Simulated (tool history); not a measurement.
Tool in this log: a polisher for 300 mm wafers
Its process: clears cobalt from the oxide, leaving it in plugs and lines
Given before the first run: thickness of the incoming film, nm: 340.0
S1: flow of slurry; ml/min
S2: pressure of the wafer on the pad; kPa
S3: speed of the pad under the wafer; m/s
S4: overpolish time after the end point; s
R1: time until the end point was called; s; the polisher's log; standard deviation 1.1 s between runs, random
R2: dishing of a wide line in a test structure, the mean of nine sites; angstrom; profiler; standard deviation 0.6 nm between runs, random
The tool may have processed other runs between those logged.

Run 1, hour 0: S1 260 ml/min, S2 9.7 kPa, S3 1.08 m/s, S4 21 s. Result: R1 83.801 s, R2 424.63 angstrom.
Run 2, hour 5.1: S1 260 ml/min, S2 9 kPa, S3 1.08 m/s, S4 22 s. Result: R1 90.903 s, R2 415.93 angstrom.
Run 3, hour 12: S1 260 ml/min, S2 9 kPa, S3 1.24 m/s, S4 22 s. Result: R1 79.098 s, R2 440.36 angstrom.
Run 4, hour 13.3: S1 260 ml/min, S2 8.3 kPa, S3 1.24 m/s, S4 23 s. Result: R1 83.889 s, R2 441.94 angstrom.
Run 5, hour 21.7: S1 290 ml/min, S2 8.3 kPa, S3 1.24 m/s, S4 23 s. Result: R1 84.723 s, R2 441.07 angstrom.
Run 6, hour 24.7: S1 290 ml/min, S2 8.3 kPa, S3 1.24 m/s, S4 18 s. Result: R1 84.922 s, R2 378.91 angstrom.
Run 7, hour 27.3: S1 290 ml/min, S2 7.6 kPa, S3 1.24 m/s, S4 20 s. Result: R1 92.352 s, R2 389.31 angstrom.

What will run 8 give?
Run 8, hour 32.2: S1 285 ml/min, S2 5.5 kPa, S3 1.24 m/s, S4 24 s. Result: R1 ?, R2 ?.

{"run 8": {"R1": 122.7, "R2": 377.85}}
